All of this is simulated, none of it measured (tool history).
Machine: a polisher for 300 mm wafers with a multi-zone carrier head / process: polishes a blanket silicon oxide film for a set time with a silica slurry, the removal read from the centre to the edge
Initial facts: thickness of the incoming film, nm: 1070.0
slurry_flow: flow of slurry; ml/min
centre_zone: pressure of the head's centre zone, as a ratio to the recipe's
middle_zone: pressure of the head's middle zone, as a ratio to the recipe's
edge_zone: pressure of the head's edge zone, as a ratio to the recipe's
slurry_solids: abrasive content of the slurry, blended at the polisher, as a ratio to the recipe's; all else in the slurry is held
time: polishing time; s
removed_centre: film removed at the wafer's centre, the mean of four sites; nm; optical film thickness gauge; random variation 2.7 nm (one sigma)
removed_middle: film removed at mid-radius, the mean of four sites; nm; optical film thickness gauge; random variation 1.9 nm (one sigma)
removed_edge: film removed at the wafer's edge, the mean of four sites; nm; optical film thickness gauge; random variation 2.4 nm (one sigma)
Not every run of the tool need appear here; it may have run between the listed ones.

Run 1, hour 0: slurry_flow 250 ml/min, centre_zone 1, middle_zone 1, edge_zone 1, slurry_solids 1, time 60 s. Result: removed_centre 226.27 nm, removed_middle 212.05 nm, removed_edge 216.98 nm.
Run 2, hour 1: slurry_flow 250 ml/min, centre_zone 1, middle_zone 1, edge_zone 1, slurry_solids 1.2, time 60 s. Result: removed_centre 243.46 nm, removed_middle 229.2 nm, removed_edge 236.39 nm.
Run 3, hour 5.3: slurry_flow 255 ml/min, centre_zone 0.99, middle_zone 1.01, edge_zone 1.01, slurry_solids 1.2, time 60 s. Result: removed_centre 241.82 nm, removed_middle 230 nm, removed_edge 238.27 nm.
Run 4, hour 11.2: slurry_flow 255 ml/min, centre_zone 0.99, middle_zone 1.01, edge_zone 0.94, slurry_solids 1.2, time 60 s. Result: removed_centre 244.43 nm, removed_middle 228.61 nm, removed_edge 229.03 nm.
Run 5, hour 14.5: slurry_flow 255 ml/min, centre_zone 0.99, middle_zone 1.01, edge_zone 0.94, slurry_solids 1.05, time 60 s. Result: removed_centre 227.42 nm, removed_middle 221.55 nm, removed_edge 218.83 nm.
Run 6, hour 22: slurry_flow 255 ml/min, centre_zone 0.99, middle_zone 1.01, edge_zone 0.94, slurry_solids 1.15, time 60 s. Result: removed_centre 240.36 nm, removed_middle 228.25 nm, removed_edge 223.54 nm.
Run 7, hour 24.6: slurry_flow 260 ml/min, centre_zone 0.98, middle_zone 1.02, edge_zone 0.95, slurry_solids 1.15, time 60 s. Result: removed_centre 228.42 nm, removed_middle 230.8 nm, removed_edge 225.74 nm.
Run 8, hour 29.3: slurry_flow 265 ml/min, centre_zone 0.98, middle_zone 1.03, edge_zone 0.96, slurry_solids 1.15, time 60 s. Result: removed_centre 236.76 nm, removed_middle 233.5 nm, removed_edge 231.31 nm.
Run 9, hour 31.4: slurry_flow 270 ml/min, centre_zone 0.97, middle_zone 1.04, edge_zone 0.96, slurry_solids 1.15, time 60 s. Result: removed_centre 239.58 nm, removed_middle 236.82 nm, removed_edge 225.91 nm.

Run 10 is up next; what results do you expect?
Run 10, hour 38.9: slurry_flow 270 ml/min, centre_zone 0.97, middle_zone 1.04, edge_zone 0.96, slurry_solids 1.15, time 60 s. Result: removed_centre ?, removed_middle ?, removed_edge ?.

{"run 10": {"removed_centre": 235.26, "removed_middle": 238.42, "removed_edge": 227.29}}
